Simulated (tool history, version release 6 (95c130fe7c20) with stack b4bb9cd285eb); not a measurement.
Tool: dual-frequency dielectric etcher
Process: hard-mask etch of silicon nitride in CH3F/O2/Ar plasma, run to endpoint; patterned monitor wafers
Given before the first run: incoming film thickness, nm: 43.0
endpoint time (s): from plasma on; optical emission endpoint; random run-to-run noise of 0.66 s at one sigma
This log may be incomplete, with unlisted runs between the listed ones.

| run | hour | source power (W) | bias power (W) | endpoint time (s) |
|---|---|---|---|---|
| 1 | 0 | 360 | 91 | 62.052 |
| 2 | 7.3 | 320 | 80 | 68.762 |
| 3 | 11 | 360 | 80 | 67.587 |
| 4 | 11.7 | 340 | 72 | 71.689 |
| 5 | 13.2 | 320 | 67 | 78.035 |
| 6 | 20.6 | 310 | 66 | 79.653 |
| 7 | 29.1 | 300 | 66 | 81.157 |

What does the tool deliver on the next run?
| 8 | 37.6 | 290 | 66 | ? |

Run 8 came out at endpoint time (s) 80.854.
